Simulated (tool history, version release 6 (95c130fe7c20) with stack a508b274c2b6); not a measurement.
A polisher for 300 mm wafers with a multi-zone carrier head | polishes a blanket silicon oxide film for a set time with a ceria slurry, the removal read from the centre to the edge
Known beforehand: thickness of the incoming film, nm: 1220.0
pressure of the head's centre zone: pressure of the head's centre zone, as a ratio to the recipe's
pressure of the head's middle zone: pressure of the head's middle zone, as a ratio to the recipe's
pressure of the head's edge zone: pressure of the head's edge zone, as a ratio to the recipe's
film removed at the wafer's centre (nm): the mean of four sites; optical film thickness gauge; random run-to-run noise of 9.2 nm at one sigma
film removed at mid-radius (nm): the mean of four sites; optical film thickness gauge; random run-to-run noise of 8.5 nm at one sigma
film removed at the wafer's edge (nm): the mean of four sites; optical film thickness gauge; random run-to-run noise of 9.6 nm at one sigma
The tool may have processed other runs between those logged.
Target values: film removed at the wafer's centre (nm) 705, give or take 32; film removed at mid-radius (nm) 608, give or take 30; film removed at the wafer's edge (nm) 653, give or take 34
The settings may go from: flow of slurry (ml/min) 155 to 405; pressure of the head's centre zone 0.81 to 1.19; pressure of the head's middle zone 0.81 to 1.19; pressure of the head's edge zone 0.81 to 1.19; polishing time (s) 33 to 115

| run | day | flow of slurry (ml/min) | pressure of the head's centre zone | pressure of the head's middle zone | pressure of the head's edge zone | polishing time (s) | film removed at the wafer's centre (nm) | film removed at mid-radius (nm) | film removed at the wafer's edge (nm) |
|---|---|---|---|---|---|---|---|---|---|
| 1 | 0 | 260 | 1 | 1 | 1 | 73 | 531.61 | 494.13 | 511.3 |
| 2 | 0.3 | 260 | 1 | 0.92 | 1 | 73 | 560.46 | 470.78 | 502.41 |
| 3 | 0.362 | 260 | 1 | 0.92 | 1 | 82 | 609.69 | 530.93 | 567.6 |
| 4 | 0.621 | 260 | 1.01 | 0.93 | 1.01 | 83 | 624.13 | 534.72 | 578.84 |
| 5 | 0.646 | 260 | 1.02 | 0.94 | 1.01 | 84 | 629.6 | 548.75 | 586.59 |
| 6 | 0.946 | 260 | 1.03 | 0.94 | 1.01 | 85 | 651.19 | 552.12 | 582.13 |
|  | 1.146 | centre zone pressure recalibrated |
| 7 | 1.146 | 260 | 1.03 | 0.94 | 1.02 | 86 | 614.92 | 549.63 | 589.49 |
| 8 | 1.3 | 260 | 1.02 | 0.93 | 1.01 | 87 | 603.09 | 567.52 | 608.08 |

Next run, 5 choices. One meets every target within its allowed miss, the rest don't. Which?
| A | 1.454 | 325 | 1.18 | 1.08 | 0.81 | 85 | ? | ? | ? |
| B | 1.454 | 335 | 1.12 | 0.96 | 1.02 | 90 | ? | ? | ? |
| C | 1.454 | 295 | 1.15 | 0.94 | 1.05 | 81 | ? | ? | ? |
| D | 1.454 | 320 | 1.11 | 0.93 | 0.86 | 85 | ? | ? | ? |
| E | 1.454 | 185 | 0.81 | 0.87 | 1.18 | 93 | ? | ? | ? |

| move | film removed at the wafer's centre (nm) | film removed at mid-radius (nm) | film removed at the wafer's edge (nm) |
|---|---|---|---|
| A | 683.76 | 626.88 | 535.58 |
| B | 688.3 | 602.32 | 632.97 |
| C | 628.28 | 526.56 | 573.03 |
| D | 641.32 | 551.94 | 550.49 |
| E | 477.78 | 538.77 | 671.72 |
A: brings the last run's worst result on target, with another outside its allowed miss
B: all results land within tolerance of their targets
C: nearer than the last run, and not there yet
D: nearer than the last run, and not there yet
E: lands further from the targets than the last run did
The right move is B.
